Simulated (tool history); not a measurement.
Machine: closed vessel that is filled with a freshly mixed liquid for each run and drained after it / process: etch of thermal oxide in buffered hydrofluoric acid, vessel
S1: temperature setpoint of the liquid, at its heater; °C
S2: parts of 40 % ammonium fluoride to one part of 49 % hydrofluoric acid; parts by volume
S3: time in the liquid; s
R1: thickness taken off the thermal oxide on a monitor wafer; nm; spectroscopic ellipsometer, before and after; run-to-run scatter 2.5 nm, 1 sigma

run,hour,S1,S2,S3,R1
1,0,23,8.5,90,123.23
2,4.8,25.5,8.5,90,138.61
3,5.8,25.5,9.5,90,123
4,13,25.5,11.5,90,105.72
5,18.7,27,9.5,90,136.4
6,25.9,27,12,90,110.58
7,27.5,27,12,90,111.35
8,32.7,27,12,90,110.34
9,38.9,28.5,10,90,144.68
10,45.7,29,8.5,90,168.48

Expected results for the next run?
11,49.3,31,5.5,95,?

{"run 11": {"R1": 298.07}}

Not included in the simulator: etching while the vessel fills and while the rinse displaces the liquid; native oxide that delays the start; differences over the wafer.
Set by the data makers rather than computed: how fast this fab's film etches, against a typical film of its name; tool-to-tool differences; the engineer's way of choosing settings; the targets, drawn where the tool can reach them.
